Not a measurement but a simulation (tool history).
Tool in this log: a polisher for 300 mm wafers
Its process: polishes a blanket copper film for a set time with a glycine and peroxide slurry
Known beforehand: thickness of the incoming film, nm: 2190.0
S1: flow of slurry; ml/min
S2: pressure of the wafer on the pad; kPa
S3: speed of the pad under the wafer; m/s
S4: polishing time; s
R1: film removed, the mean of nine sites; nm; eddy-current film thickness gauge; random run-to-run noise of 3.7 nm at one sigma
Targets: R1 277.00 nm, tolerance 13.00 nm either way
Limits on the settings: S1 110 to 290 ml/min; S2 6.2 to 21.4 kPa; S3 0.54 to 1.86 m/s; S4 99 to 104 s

| run | hour | S1 | S2 | S3 | S4 | R1 |
|---|---|---|---|---|---|---|
| 1 | 0.0 | 185 | 13.8 | 1.18 | 99 | 393.18 |
| 2 | 3.8 | 185 | 12.4 | 1.16 | 99 | 372.80 |
| 3 | 7.9 | 185 | 12.4 | 1.32 | 99 | 392.95 |
| 4 | 11.8 | 185 | 12.4 | 1.52 | 99 | 438.36 |
| 5 | 19.6 | 185 | 9.0 | 1.52 | 99 | 354.00 |
| 6 | 24.6 | 185 | 11.0 | 1.52 | 99 | 407.31 |
| 7 | 32.9 | 185 | 9.7 | 1.48 | 99 | 365.27 |
| 8 | 39.5 | 185 | 9.0 | 1.46 | 99 | 346.63 |
| 9 | 47.3 | 185 | 8.3 | 1.44 | 99 | 339.26 |
| 10 | 52.7 | 185 | 7.6 | 1.40 | 99 | 307.26 |
| 11 | 58.5 | 185 | 7.6 | 1.40 | 99 | 303.95 |
| 12 | 59.7 | 185 | 6.9 | 1.40 | 99 | 294.66 |

Of the 4 settings listed for the next run, only one would bring every result within its allowed miss of target. Which one?
| A | 60.9 | 160 | 9.7 | 1.34 | 104 | ? |
| B | 60.9 | 195 | 6.9 | 1.28 | 99 | ? |
| C | 60.9 | 180 | 8.3 | 1.32 | 100 | ? |
| D | 60.9 | 120 | 9.0 | 1.48 | 99 | ? |

| move | R1 |
|---|---|
| A | 354.18 |
| B | 282.22 |
| C | 315.46 |
| D | 322.55 |
A: its largest miss is bigger than the last run's
B: every result lands within tolerance
C: its largest miss is bigger than the last run's
D: its largest miss is bigger than the last run's
Go with B: it meets all targets.

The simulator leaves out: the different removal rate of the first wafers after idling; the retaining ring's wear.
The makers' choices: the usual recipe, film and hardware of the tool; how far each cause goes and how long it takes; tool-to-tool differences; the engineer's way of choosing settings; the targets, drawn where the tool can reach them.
